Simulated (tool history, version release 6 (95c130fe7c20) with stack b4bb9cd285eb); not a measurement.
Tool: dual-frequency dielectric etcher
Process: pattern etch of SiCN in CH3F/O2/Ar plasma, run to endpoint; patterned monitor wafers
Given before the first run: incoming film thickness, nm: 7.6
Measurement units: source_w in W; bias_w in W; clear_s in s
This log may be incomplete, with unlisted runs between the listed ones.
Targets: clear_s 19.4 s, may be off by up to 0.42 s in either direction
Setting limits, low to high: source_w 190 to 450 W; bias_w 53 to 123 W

run,day,source_w,bias_w,clear_s
1,0,320,88,21.45
2,0.138,320,94,20.957
3,0.312,330,94,20.48
4,0.417,350,94,20.129
5,0.662,300,94,21.229
6,0.808,310,95,20.841
7,1.05,320,95,20.816
8,1.162,330,95,20.457

Consider the 4 candidate settings below. Which is the only one whose results all fall within their allowed miss of target?
A,1.275,320,110,?
B,1.275,330,87,?
C,1.275,330,80,?
D,1.275,320,90,?

move,clear_s
A,19.496
B,21.261
C,22.021
D,21.231
A: meets every target
B: its largest miss is bigger than the last run's
C: its largest miss is bigger than the last run's
D: its largest miss is bigger than the last run's
Move A is the one to make.
